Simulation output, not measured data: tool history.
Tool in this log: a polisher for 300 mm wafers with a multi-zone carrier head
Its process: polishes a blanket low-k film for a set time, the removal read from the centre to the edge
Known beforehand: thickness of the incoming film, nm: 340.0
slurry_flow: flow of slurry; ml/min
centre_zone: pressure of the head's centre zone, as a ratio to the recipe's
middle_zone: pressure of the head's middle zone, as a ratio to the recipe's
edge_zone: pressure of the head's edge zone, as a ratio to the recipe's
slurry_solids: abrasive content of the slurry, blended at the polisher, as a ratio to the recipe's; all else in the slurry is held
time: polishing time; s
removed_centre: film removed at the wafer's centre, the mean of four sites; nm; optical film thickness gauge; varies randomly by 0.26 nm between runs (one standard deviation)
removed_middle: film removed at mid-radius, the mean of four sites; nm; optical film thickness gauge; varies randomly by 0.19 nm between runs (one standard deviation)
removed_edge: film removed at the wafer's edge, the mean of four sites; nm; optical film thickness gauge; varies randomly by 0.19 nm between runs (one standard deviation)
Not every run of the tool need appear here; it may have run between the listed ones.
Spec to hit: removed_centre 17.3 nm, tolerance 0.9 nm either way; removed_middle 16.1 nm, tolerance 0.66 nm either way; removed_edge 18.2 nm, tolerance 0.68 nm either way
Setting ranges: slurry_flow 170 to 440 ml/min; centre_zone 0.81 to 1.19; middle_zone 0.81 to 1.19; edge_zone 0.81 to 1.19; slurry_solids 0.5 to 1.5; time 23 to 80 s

run   hour  slurry_flow  centre_zone  middle_zone  edge_zone  slurry_solids  time  removed_centre  removed_middle  removed_edge
  1      0          280            1            1          1              1    51          17.032          18.543        18.226
  2    6.4          280            1         1.07          1              1    51          17.248          20.255        18.551
  3   14.6          280            1         1.07       0.93              1    51          17.256          20.277        18.082
  4   16.7          280            1         1.05       0.94              1    51          17.448          19.478        17.801
  5   23.8          275            1         1.03       0.95              1    51          17.304           19.38        18.111
  6   24.9          335            1         1.03       0.95              1    51           17.54           19.67        18.213
  7   28.1          330            1         1.01       0.96              1    51          17.457          19.112        18.681
  8   33.2          325            1            1       0.96              1    51          17.433          18.753        18.409
  9   35.5          325            1         0.99       0.96              1    51          17.489          19.064        18.752
 10   42.1          320            1         0.98       0.96              1    51           17.57           19.06        18.454
 11     45          320            1         0.96       0.97              1    51          17.326          18.648        18.635
 12   47.5          320         1.01         0.95       0.97              1    51          17.069          18.016         19.04
 13   53.5          320         1.02         0.95       0.96              1    51          17.769          18.838        18.841
 14   59.9          325         1.03         0.94       0.96              1    51          18.674          18.432        18.676
 15   61.4          325         1.03         0.93       0.96              1    51          17.833           17.91         18.74
 16   67.9          325         1.03         0.92       0.96              1    51           17.61          17.953        18.279
 17   70.3          325         1.03         0.91       0.96              1    51          17.826          18.016        18.258
 18   71.1          325         1.03          0.9       0.97              1    51          17.928          17.979        18.508
 19   75.1          330         1.03         0.89       0.98              1    51          18.125          17.215        18.865
 20   82.1          320         1.03         0.86       0.98           0.95    51          17.595          16.944        18.556
        90  -- centre zone pressure recalibrated
 21     90          320         1.03         0.86       0.98           0.95    51          19.067          16.943        18.656
 22   93.6          320         1.02         0.86       0.98           0.95    51          18.568          16.755        18.569
 23  101.4          320         1.02         0.86       0.98           0.95    51          19.134          17.007        18.302

4 next moves are on the table. One of them brings every result within its allowed miss. Which?
  A  109.2          300         0.99         0.84          1            1.1    47               ?               ?             ?
  B  109.2          440         1.04         0.81       1.15            0.8    48               ?               ?             ?
  C  109.2          335         1.04         0.81       0.99            0.9    47               ?               ?             ?
  D  109.2          320         1.03         0.82       0.99           0.85    53               ?               ?             ?

move  removed_centre  removed_middle  removed_edge
   A          17.382          16.118        17.762
   B          17.155          14.714        17.712
   C          17.164          14.756         16.56
   D          18.676          16.356        18.217
A: all results land within tolerance of their targets
B: the worst result of the last run now meets its target, but another is out of spec
C: the worst result of the last run now meets its target, but another is out of spec
D: nearer than the last run, and not there yet
The right move is A.
